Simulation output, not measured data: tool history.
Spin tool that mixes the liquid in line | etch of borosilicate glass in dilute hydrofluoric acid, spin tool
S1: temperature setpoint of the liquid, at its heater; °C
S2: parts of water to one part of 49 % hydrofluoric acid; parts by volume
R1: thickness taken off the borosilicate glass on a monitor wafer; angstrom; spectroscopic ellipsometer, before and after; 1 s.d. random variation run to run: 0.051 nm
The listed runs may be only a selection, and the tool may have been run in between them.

run 1 hour=0 | S1=26 S2=100 time_under_the_liquid_(s)=15 | R1=35.496
run 2 hour=2.9 | S1=28 S2=95 time_under_the_liquid_(s)=15 | R1=40.308
run 3 hour=7.5 | S1=29.5 S2=90 time_under_the_liquid_(s)=15 | R1=45.17
run 4 hour=10.8 | S1=30.5 S2=90 time_under_the_liquid_(s)=15 | R1=47.152
run 5 hour=18.9 | S1=30.5 S2=90 time_under_the_liquid_(s)=15 | R1=46.945
run 6 hour=22.5 | S1=30.5 S2=70 time_under_the_liquid_(s)=15 | R1=62.76
run 7 hour=29.3 | S1=29.5 S2=70 time_under_the_liquid_(s)=15 | R1=59.329

What will run 8 give?
run 8 hour=31.2 | S1=29 S2=70 time_under_the_liquid_(s)=15 | R1=?

{"run 8": {"R1": 58.8}}

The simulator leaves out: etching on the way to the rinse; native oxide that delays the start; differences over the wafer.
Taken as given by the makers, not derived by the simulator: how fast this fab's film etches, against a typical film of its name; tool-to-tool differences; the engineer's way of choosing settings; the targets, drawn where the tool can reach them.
